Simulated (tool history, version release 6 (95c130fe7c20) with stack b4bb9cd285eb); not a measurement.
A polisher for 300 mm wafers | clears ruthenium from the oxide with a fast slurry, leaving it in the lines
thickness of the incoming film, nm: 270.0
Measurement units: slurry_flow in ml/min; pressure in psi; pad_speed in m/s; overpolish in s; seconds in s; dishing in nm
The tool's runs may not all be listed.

Run 1, hour 0: slurry_flow 195 ml/min, pressure 2.8 psi, pad_speed 0.96 m/s, slurry_solids 1, overpolish 15 s. Result: seconds 75.171 s, dishing 41.401 nm.
Run 2, hour 6.2: slurry_flow 195 ml/min, pressure 2.8 psi, pad_speed 0.96 m/s, slurry_solids 1, overpolish 13 s. Result: seconds 80.095 s, dishing 35.971 nm.
Run 3, hour 6.8: slurry_flow 155 ml/min, pressure 2.8 psi, pad_speed 0.96 m/s, slurry_solids 1, overpolish 13 s. Result: seconds 80.093 s, dishing 34.334 nm.
Run 4, hour 7.4: slurry_flow 115 ml/min, pressure 2.8 psi, pad_speed 0.96 m/s, slurry_solids 1, overpolish 13 s. Result: seconds 88.25 s, dishing 33.099 nm.
Run 5, hour 8.4: slurry_flow 145 ml/min, pressure 2.8 psi, pad_speed 0.96 m/s, slurry_solids 1, overpolish 12 s. Result: seconds 83.169 s, dishing 31.787 nm.
Run 6, hour 14.4: slurry_flow 160 ml/min, pressure 2.9 psi, pad_speed 0.96 m/s, slurry_solids 1, overpolish 11 s. Result: seconds 79.219 s, dishing 31.368 nm.

Run 7 comes next. What will it give?
Run 7, hour 20.1: slurry_flow 115 ml/min, pressure 3.4 psi, pad_speed 0.98 m/s, slurry_solids 1, overpolish 4 s. Result: seconds ?, dishing ?.

{"run 7": {"seconds": 75.391, "dishing": 12.575}}
